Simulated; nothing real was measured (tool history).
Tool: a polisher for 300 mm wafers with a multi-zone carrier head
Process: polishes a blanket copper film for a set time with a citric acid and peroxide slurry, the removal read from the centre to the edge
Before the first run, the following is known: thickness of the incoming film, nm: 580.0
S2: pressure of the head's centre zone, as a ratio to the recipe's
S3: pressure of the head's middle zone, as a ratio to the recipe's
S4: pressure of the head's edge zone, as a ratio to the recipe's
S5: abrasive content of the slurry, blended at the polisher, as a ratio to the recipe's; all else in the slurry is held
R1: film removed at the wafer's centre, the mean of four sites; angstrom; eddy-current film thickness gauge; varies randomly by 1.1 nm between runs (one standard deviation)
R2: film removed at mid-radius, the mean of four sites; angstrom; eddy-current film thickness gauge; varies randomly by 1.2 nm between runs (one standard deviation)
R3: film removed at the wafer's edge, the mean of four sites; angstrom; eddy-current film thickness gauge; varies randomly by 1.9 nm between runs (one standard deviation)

run 1 day=0 | flow_of_slurry_(ml/min)=135 S2=1 S3=1 S4=1 S5=1 polishing_time_(s)=47 | R1=1418 R2=1406.6 R3=1403.5
run 2 day=0.225 | flow_of_slurry_(ml/min)=120 S2=1 S3=1 S4=1 S5=1 polishing_time_(s)=47 | R1=1348 R2=1365.9 R3=1406.2
run 3 day=0.45 | flow_of_slurry_(ml/min)=130 S2=1 S3=1 S4=1.05 S5=1.15 polishing_time_(s)=47 | R1=1406.4 R2=1414.8 R3=1485.8
run 4 day=0.662 | flow_of_slurry_(ml/min)=130 S2=1 S3=0.94 S4=1.05 S5=1.15 polishing_time_(s)=47 | R1=1424.6 R2=1366.9 R3=1445.6
run 5 day=0.992 | flow_of_slurry_(ml/min)=160 S2=1 S3=0.94 S4=1.05 S5=1.15 polishing_time_(s)=47 | R1=1476.6 R2=1421 R3=1526.5
run 6 day=1.25 | flow_of_slurry_(ml/min)=170 S2=1.02 S3=0.96 S4=1.08 S5=1.2 polishing_time_(s)=47 | R1=1567.9 R2=1441.6 R3=1539.5

What does the tool deliver on the next run?
run 7 day=1.483 | flow_of_slurry_(ml/min)=170 S2=1.02 S3=0.96 S4=1.08 S5=1.2 polishing_time_(s)=47 | R1=? R2=? R3=?

R1: 1543.7 angstrom
R2: 1447.9 angstrom
R3: 1575.3 angstrom

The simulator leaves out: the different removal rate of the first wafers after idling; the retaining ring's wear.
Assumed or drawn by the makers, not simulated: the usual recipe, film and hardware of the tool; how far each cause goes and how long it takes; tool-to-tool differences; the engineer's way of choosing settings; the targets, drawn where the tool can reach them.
